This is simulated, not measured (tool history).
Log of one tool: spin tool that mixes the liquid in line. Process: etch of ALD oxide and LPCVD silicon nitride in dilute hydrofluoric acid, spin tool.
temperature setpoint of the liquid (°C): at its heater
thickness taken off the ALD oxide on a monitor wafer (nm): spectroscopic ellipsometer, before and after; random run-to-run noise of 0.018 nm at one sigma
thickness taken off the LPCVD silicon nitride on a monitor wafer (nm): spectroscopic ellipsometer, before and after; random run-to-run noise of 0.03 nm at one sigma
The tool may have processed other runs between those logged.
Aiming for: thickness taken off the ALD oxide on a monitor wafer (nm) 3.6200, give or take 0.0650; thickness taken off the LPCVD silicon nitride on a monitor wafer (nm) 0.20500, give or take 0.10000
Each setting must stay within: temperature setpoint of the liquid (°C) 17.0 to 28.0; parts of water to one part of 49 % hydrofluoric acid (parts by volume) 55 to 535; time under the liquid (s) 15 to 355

run,hour,temperature setpoint of the liquid (°C),parts of water to one part of 49 % hydrofluoric acid (parts by volume),time under the liquid (s),thickness taken off the ALD oxide on a monitor wafer (nm),thickness taken off the LPCVD silicon nitride on a monitor wafer (nm)
1,0.0,20.0,295,180,4.9047,0.24158
2,2.3,19.0,310,180,4.4097,0.18302
3,2.8,19.0,385,180,3.3423,0.20504
4,10.2,19.0,455,180,2.6539,0.14065
5,12.6,21.5,455,180,2.8988,0.17182
6,14.4,21.5,505,180,2.5146,0.13444
7,21.4,23.5,500,180,2.7347,0.17604
8,28.7,24.5,490,180,2.8838,0.23510
9,34.1,25.0,475,180,3.0915,0.29913
10,37.8,24.5,460,180,3.1658,0.29716
11,44.9,24.0,445,180,3.2523,0.21383
12,51.4,24.5,440,180,3.3667,0.25548

Below are 5 possible settings for the next run. Only one of them brings all results inside the allowed miss of their targets. Which is it?
A,57.9,17.5,415,200,?,?
B,57.9,27.5,455,195,?,?
C,57.9,28.0,525,195,?,?
D,57.9,22.0,385,175,?,?
E,57.9,28.0,430,145,?,?

move,thickness taken off the ALD oxide on a monitor wafer (nm),thickness taken off the LPCVD silicon nitride on a monitor wafer (nm)
A,3.1766,0.18803
B,3.7970,0.30379
C,3.1374,0.26997
D,3.5917,0.23359
E,3.1046,0.24607
A: further off than the last run
B: pushes the last run's worst result past its target
C: further off than the last run
D: hits every target within its allowed miss
E: further off than the last run
Go with D: it meets all targets.
